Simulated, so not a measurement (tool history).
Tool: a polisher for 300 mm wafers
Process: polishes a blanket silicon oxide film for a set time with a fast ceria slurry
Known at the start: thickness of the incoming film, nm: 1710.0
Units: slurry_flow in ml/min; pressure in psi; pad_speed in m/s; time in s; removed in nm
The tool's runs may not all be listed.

run  hour  slurry_flow  pressure  pad_speed  time  removed
  1   0.0          245       3.2        1.1    21   398.65
  2   6.4          245       3.5        1.1    21   434.50
  3  14.6          245       3.3        1.1    21   413.35
  4  19.9          245       3.1        1.1    21   392.55
  5  25.8          245       3.0        1.1    21   380.10
  6  30.0          245       3.0        1.1    19   343.03
  7  30.8          245       3.0        1.1    19   343.83

Forecast run 8:
  8  31.7          240       2.8        1.1    19        ?

Run 8 gave removed 327.56 nm.

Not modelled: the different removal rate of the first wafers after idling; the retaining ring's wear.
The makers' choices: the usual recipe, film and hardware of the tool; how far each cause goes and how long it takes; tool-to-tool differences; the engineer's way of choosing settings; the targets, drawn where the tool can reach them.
